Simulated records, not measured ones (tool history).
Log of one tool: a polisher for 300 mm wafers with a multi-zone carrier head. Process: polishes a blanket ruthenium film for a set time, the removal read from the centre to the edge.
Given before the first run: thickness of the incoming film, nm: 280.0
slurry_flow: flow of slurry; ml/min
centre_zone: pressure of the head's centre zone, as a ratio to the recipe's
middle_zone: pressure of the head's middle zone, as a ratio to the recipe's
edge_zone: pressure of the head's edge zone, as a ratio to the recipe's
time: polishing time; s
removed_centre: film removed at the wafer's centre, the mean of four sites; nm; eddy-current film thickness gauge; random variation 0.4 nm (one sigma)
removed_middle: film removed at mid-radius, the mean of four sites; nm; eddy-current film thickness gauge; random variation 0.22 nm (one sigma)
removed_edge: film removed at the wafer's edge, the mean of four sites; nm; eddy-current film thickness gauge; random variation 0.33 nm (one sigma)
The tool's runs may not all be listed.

| run | hour | slurry_flow | centre_zone | middle_zone | edge_zone | time | removed_centre | removed_middle | removed_edge |
|---|---|---|---|---|---|---|---|---|---|
| 1 | 0.0 | 275 | 1.00 | 1.00 | 1.00 | 31 | 36.055 | 34.925 | 35.193 |
| 2 | 6.6 | 275 | 1.03 | 0.98 | 0.95 | 29 | 34.872 | 32.486 | 32.732 |
| 3 | 7.5 | 340 | 1.03 | 0.98 | 0.95 | 29 | 36.506 | 33.286 | 32.381 |
| 4 | 14.1 | 305 | 1.03 | 0.98 | 0.95 | 29 | 35.195 | 33.171 | 32.425 |
| 5 | 16.3 | 325 | 1.05 | 0.95 | 0.93 | 27 | 33.441 | 30.225 | 30.327 |
| 6 | 22.6 | 345 | 1.07 | 0.93 | 0.91 | 26 | 33.460 | 28.689 | 29.311 |

Run 7 has not been measured yet. What should we expect?
| 7 | 27.8 | 355 | 1.08 | 0.93 | 0.89 | 25 | ? | ? | ? |

{"run 7": {"removed_centre": 32.297, "removed_middle": 27.528, "removed_edge": 27.898}}
